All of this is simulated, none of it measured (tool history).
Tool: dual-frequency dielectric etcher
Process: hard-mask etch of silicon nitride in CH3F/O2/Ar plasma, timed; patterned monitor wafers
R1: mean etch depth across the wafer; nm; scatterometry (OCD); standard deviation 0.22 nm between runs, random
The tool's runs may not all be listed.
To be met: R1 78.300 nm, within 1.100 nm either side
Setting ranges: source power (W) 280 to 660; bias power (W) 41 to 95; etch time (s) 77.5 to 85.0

{"run": 1, "hour": 0.0, "source power (W)": 470, "bias power (W)": 68, "etch time (s)": 85.0, "R1": 66.978}
{"run": 2, "hour": 7.1, "source power (W)": 510, "bias power (W)": 69, "etch time (s)": 85.0, "R1": 70.331}
{"run": 3, "hour": 7.8, "source power (W)": 510, "bias power (W)": 77, "etch time (s)": 85.0, "R1": 72.679}
{"run": 4, "hour": 13.8, "source power (W)": 530, "bias power (W)": 77, "etch time (s)": 85.0, "R1": 74.232}
{"run": 5, "hour": 17.1, "source power (W)": 530, "bias power (W)": 77, "etch time (s)": 77.5, "R1": 67.74}
{"run": 6, "hour": 24.6, "source power (W)": 550, "bias power (W)": 79, "etch time (s)": 77.5, "R1": 69.893}
{"run": 7, "hour": 27.0, "source power (W)": 570, "bias power (W)": 81, "etch time (s)": 77.5, "R1": 71.686}
{"run": 8, "hour": 35.6, "source power (W)": 590, "bias power (W)": 82, "etch time (s)": 77.5, "R1": 73.094}
{"run": 9, "hour": 39.7, "source power (W)": 600, "bias power (W)": 83, "etch time (s)": 77.5, "R1": 73.975}
{"run": 10, "hour": 47.7, "source power (W)": 610, "bias power (W)": 84, "etch time (s)": 77.5, "R1": 75.288}
{"run": 11, "hour": 53.1, "source power (W)": 620, "bias power (W)": 84, "etch time (s)": 77.5, "R1": 75.487}

Which single option among these 5 for the next run brings every result within its allowed miss of target? Just one does.
{"run": "A", "hour": 58.5, "source power (W)": 620, "bias power (W)": 86, "etch time (s)": 81.5, "R1": "?"}
{"run": "B", "hour": 58.5, "source power (W)": 590, "bias power (W)": 87, "etch time (s)": 81.5, "R1": "?"}
{"run": "C", "hour": 58.5, "source power (W)": 570, "bias power (W)": 94, "etch time (s)": 85.0, "R1": "?"}
{"run": "D", "hour": 58.5, "source power (W)": 630, "bias power (W)": 79, "etch time (s)": 84.0, "R1": "?"}
{"run": "E", "hour": 58.5, "source power (W)": 560, "bias power (W)": 95, "etch time (s)": 85.0, "R1": "?"}

move=A R1=79.898
move=B R1=78.037
move=C R1=81.613
move=D R1=81.193
move=E R1=81.065
A: carries the result that was furthest off beyond its target, to the other side
B: every result within its allowed miss
C: carries the result that was furthest off beyond its target, to the other side
D: carries the result that was furthest off beyond its target, to the other side
E: carries the result that was furthest off beyond its target, to the other side
B is the move that brings every result within its allowed miss.

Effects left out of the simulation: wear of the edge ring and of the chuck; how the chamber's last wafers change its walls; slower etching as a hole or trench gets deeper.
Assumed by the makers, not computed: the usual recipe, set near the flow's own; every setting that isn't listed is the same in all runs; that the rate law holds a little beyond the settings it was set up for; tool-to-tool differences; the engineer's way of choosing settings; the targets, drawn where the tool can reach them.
